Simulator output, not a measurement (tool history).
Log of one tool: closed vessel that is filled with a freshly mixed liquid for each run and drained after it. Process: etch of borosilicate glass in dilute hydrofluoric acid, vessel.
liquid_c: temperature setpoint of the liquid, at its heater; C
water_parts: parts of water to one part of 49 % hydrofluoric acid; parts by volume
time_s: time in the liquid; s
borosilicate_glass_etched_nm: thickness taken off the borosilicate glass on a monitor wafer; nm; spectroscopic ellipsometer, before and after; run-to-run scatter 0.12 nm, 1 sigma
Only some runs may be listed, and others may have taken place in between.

run	day	liquid_c	water_parts	time_s	borosilicate_glass_etched_nm
1	0.000	23.0	280	220	14.570
2	0.133	23.0	225	220	19.106
3	0.167	19.5	225	220	16.740
4	0.346	20.5	225	220	17.425
5	0.562	21.5	225	220	18.192
6	0.846	19.5	225	220	16.762

Run 7 has not been measured yet. What should we expect?
7	1.083	23.5	220	220	?

borosilicate_glass_etched_nm: 19.841 nm
